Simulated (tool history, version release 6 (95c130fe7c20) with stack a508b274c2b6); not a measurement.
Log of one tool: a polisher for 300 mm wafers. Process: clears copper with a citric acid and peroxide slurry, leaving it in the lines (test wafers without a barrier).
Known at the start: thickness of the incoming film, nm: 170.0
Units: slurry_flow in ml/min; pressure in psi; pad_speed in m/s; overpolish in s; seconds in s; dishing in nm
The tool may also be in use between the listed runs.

run    day  slurry_flow  pressure  pad_speed  slurry_solids  overpolish  seconds  dishing
  1      0          160       2.3       1.06              1          25   97.885   27.302
  2  0.238          160       2.8       1.06              1          25   84.999   30.795
  3   0.45          160       2.4       1.06              1          25   93.851   27.452
  4  0.675          160         2       1.06              1          25   108.88   25.414
  5  0.812          160         2       1.06              1          33   109.32   31.016
  6  1.008          175         2       1.06              1          33   105.36   30.495
  7  1.125          185       2.1       1.06              1          32   100.67   32.102

The next listed run, before its measurement:
  8  1.488          190       2.2       1.06              1          30        ?        ?

seconds: 99.172 s
dishing: 30.961 nm
